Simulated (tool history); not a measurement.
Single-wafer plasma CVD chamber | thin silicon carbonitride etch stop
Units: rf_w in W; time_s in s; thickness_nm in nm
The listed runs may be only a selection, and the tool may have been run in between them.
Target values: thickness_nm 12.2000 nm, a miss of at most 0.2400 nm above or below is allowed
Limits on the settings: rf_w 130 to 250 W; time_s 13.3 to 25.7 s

run 1 day=0.000 | rf_w=190 time_s=19.5 | thickness_nm=11.0170
run 2 day=0.025 | rf_w=210 time_s=19.5 | thickness_nm=11.3800
run 3 day=0.250 | rf_w=190 time_s=19.5 | thickness_nm=11.1630
run 4 day=0.492 | rf_w=195 time_s=19.6 | thickness_nm=11.0520
run 5 day=0.646 | rf_w=195 time_s=17.4 | thickness_nm=9.9023
run 6 day=0.733 | rf_w=195 time_s=16.0 | thickness_nm=9.1395
run 7 day=1.071 | rf_w=195 time_s=16.0 | thickness_nm=9.0748
run 8 day=1.200 | rf_w=200 time_s=16.5 | thickness_nm=9.4708
run 9 day=1.300 | rf_w=205 time_s=16.9 | thickness_nm=9.8198
run 10 day=1.496 | rf_w=210 time_s=17.2 | thickness_nm=10.1000
run 11 day=1.788 | rf_w=215 time_s=17.4 | thickness_nm=10.1940
run 12 day=1.883 | rf_w=215 time_s=17.4 | thickness_nm=10.2670
run 13 day=1.975 | rf_w=220 time_s=17.7 | thickness_nm=10.5090
run 14 day=2.104 | rf_w=225 time_s=17.9 | thickness_nm=10.5610
run 15 day=2.400 | rf_w=225 time_s=17.9 | thickness_nm=10.6080
run 16 day=2.575 | rf_w=225 time_s=18.2 | thickness_nm=10.8360
run 17 day=2.654 | rf_w=225 time_s=18.4 | thickness_nm=10.9550
run 18 day=2.750 | rf_w=225 time_s=18.4 | thickness_nm=10.8950
run 19 day=3.121 | rf_w=225 time_s=18.6 | thickness_nm=11.0490
run 20 day=3.212 | rf_w=225 time_s=18.8 | thickness_nm=11.2590
run 21 day=3.533 | rf_w=225 time_s=18.9 | thickness_nm=11.2910
run 22 day=3.808 | rf_w=225 time_s=19.0 | thickness_nm=11.3620
run 23 day=4.154 | rf_w=225 time_s=19.1 | thickness_nm=11.3230
run 24 day=4.258 | rf_w=225 time_s=19.2 | thickness_nm=11.3040
run 25 day=4.538 | rf_w=225 time_s=19.3 | thickness_nm=11.5580
run 26 day=4.633 | rf_w=225 time_s=19.4 | thickness_nm=11.5340
run 27 day=4.792 | rf_w=225 time_s=19.5 | thickness_nm=11.5740

4 next moves are on the table. One of them brings every result within its allowed miss. Which?
run A day=4.950 | rf_w=230 time_s=20.4 | thickness_nm=?
run B day=4.950 | rf_w=220 time_s=18.9 | thickness_nm=?
run C day=4.950 | rf_w=230 time_s=19.2 | thickness_nm=?
run D day=4.950 | rf_w=190 time_s=19.6 | thickness_nm=?

move=A thickness_nm=12.0590
move=B thickness_nm=11.0250
move=C thickness_nm=11.3490
move=D thickness_nm=10.9460
A: in spec on every target
B: misses by more than the last run did
C: misses by more than the last run did
D: misses by more than the last run did
The right move is A.
